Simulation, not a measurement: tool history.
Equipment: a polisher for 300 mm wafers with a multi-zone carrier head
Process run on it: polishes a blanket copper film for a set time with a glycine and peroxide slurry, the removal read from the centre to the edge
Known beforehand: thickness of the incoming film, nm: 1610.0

run,hour,flow of slurry (ml/min),pressure of the head's centre zone,pressure of the head's middle zone,pressure of the head's edge zone,polishing time (s),film removed at the wafer's centre (Å),film removed at mid-radius (Å),film removed at the wafer's edge (Å)
1,0,150,1,1,1,73,5403.9,5685.9,5286.3
2,7.6,150,1,1,1,56,4190.7,4333.6,4016.5
3,8.9,140,0.98,0.97,0.98,53,3818.8,3819.9,3793.9
4,12.1,135,0.96,0.97,0.96,50,3432.6,3570.6,3500.2
5,15.7,115,0.96,0.97,0.96,50,3306.7,3483.8,3357.1
6,16.3,135,0.96,0.97,0.96,50,3510.7,3647.7,3520.5
7,23.7,125,0.95,0.95,0.94,49,3308.6,3412.2,3360.3
8,28.6,120,0.94,0.93,0.92,48,3145.8,3272.6,3263.2
9,35.2,115,0.94,0.92,0.9,47,3028.2,3051.6,3116.1
10,42.2,110,0.94,0.92,0.89,47,3072.2,3084.1,3132.1
11,47.4,105,0.93,0.91,0.88,46,2883,2885.9,2975.6

Run 12 has not been measured yet. What should we expect?
12,51.5,100,0.93,0.91,0.88,46,?,?,?

film removed at the wafer's centre (Å): 2829.8
film removed at mid-radius (Å): 2941.2
film removed at the wafer's edge (Å): 2955.4
